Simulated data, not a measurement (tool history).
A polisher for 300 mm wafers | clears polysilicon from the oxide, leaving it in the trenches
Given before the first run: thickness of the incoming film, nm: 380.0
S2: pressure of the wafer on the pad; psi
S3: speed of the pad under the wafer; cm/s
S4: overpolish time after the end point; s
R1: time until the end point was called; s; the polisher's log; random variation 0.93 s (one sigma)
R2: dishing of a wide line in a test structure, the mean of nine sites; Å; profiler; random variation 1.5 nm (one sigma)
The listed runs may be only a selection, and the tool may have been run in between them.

Run 1, hour 0.0: flow of slurry (ml/min) 320, S2 3.0 psi, S3 94 cm/s, S4 26 s. Result: R1 27.853 s, R2 813.60 Å.
Run 2, hour 7.2: flow of slurry (ml/min) 320, S2 2.6 psi, S3 90 cm/s, S4 26 s. Result: R1 31.600 s, R2 774.21 Å.
Run 3, hour 9.1: flow of slurry (ml/min) 320, S2 2.6 psi, S3 90 cm/s, S4 18 s. Result: R1 30.737 s, R2 728.90 Å.
Run 4, hour 13.0: flow of slurry (ml/min) 320, S2 3.0 psi, S3 90 cm/s, S4 18 s. Result: R1 27.240 s, R2 766.81 Å.
Run 5, hour 19.6: flow of slurry (ml/min) 315, S2 2.7 psi, S3 84 cm/s, S4 25 s. Result: R1 30.871 s, R2 772.86 Å.
Run 6, hour 22.5: flow of slurry (ml/min) 315, S2 2.3 psi, S3 76 cm/s, S4 32 s. Result: R1 38.966 s, R2 757.06 Å.

Predict the results of run 7:
Run 7, hour 28.4: flow of slurry (ml/min) 315, S2 2.1 psi, S3 74 cm/s, S4 37 s. Result: R1 ?, R2 ?.

Run 7 measured R1 42.788 s, R2 775.10 Å.
